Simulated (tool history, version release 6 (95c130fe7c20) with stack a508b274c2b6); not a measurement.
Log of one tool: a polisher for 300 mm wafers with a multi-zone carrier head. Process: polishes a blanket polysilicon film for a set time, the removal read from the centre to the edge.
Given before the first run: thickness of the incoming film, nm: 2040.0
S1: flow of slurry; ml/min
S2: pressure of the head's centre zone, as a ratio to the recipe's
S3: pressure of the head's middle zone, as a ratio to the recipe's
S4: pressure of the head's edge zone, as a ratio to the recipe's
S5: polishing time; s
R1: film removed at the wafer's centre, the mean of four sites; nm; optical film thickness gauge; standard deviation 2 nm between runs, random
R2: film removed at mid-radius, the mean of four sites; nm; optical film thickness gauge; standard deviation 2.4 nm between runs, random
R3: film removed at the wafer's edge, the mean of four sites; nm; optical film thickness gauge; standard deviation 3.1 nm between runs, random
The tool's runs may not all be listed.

Run 1, hour 0.0: S1 305 ml/min, S2 1.00, S3 1.00, S4 1.00, S5 68 s. Result: R1 431.07 nm, R2 432.69 nm, R3 449.70 nm.
Run 2, hour 7.5: S1 305 ml/min, S2 1.00, S3 1.00, S4 1.00, S5 57 s. Result: R1 364.08 nm, R2 358.41 nm, R3 380.92 nm.
Run 3, hour 16.0: S1 305 ml/min, S2 1.00, S3 1.00, S4 1.08, S5 57 s. Result: R1 360.93 nm, R2 370.94 nm, R3 390.48 nm.
Run 4, hour 23.3: S1 305 ml/min, S2 1.00, S3 1.04, S4 1.08, S5 57 s. Result: R1 361.14 nm, R2 370.88 nm, R3 387.68 nm.
Run 5, hour 30.5: S1 300 ml/min, S2 0.98, S3 1.07, S4 1.05, S5 51 s. Result: R1 318.13 nm, R2 347.24 nm, R3 341.79 nm.
Run 6, hour 38.6: S1 350 ml/min, S2 0.98, S3 1.07, S4 1.05, S5 51 s. Result: R1 325.46 nm, R2 354.55 nm, R3 346.80 nm.
Run 7, hour 39.4: S1 350 ml/min, S2 0.97, S3 1.06, S4 1.03, S5 47 s. Result: R1 298.82 nm, R2 321.92 nm, R3 321.99 nm.
At hour 40.5: slurry nozzle cleaned.
Run 8, hour 40.5: S1 350 ml/min, S2 0.97, S3 1.06, S4 1.03, S5 47 s. Result: R1 307.30 nm, R2 333.31 nm, R3 332.50 nm.
Run 9, hour 47.7: S1 325 ml/min, S2 0.96, S3 1.06, S4 1.01, S5 44 s. Result: R1 286.35 nm, R2 304.15 nm, R3 300.61 nm.
Run 10, hour 48.9: S1 315 ml/min, S2 0.93, S3 1.06, S4 1.00, S5 42 s. Result: R1 262.17 nm, R2 291.88 nm, R3 288.67 nm.
Run 11, hour 49.5: S1 305 ml/min, S2 0.92, S3 1.06, S4 0.97, S5 41 s. Result: R1 252.15 nm, R2 282.28 nm, R3 274.64 nm.

Run 12, settings as shown, results not yet in. Your forecast:
Run 12, hour 56.7: S1 290 ml/min, S2 0.91, S3 1.05, S4 0.95, S5 41 s. Result: R1 ?, R2 ?, R3 ?.

{"run 12": {"R1": 243.9, "R2": 279.27, "R3": 274.35}}
